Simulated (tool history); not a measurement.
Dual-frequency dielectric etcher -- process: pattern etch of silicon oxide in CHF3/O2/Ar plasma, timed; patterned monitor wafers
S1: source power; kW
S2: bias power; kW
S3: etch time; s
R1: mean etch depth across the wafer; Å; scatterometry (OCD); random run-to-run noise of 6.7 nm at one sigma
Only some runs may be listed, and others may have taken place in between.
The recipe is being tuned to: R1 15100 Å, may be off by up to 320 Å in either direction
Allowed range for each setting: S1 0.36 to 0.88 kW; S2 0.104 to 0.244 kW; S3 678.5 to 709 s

run	hour	S1	S2	S3	R1
1	0	0.62	0.174	678.5	13352
2	1.5	0.67	0.174	678.5	13823
3	6.2	0.69	0.175	678.5	13904
4	10.3	0.78	0.175	678.5	14669
5	16.4	0.73	0.175	678.5	14276
6	23.2	0.75	0.176	678.5	14545
7	30.5	0.76	0.177	678.5	14644
8	37.3	0.77	0.178	678.5	14745

Of the 4 settings listed for the next run, only one would bring every result within its allowed miss of target. Which one?
A	44.1	0.77	0.148	702	?
B	44.1	0.73	0.168	700.5	?
C	44.1	0.77	0.188	678.5	?
D	44.1	0.88	0.13	698.5	?

move	R1
A	14190
B	14629
C	15171
D	14100
A: further off than the last run
B: further off than the last run
C: meets every target
D: further off than the last run
Go with C: it meets all targets.
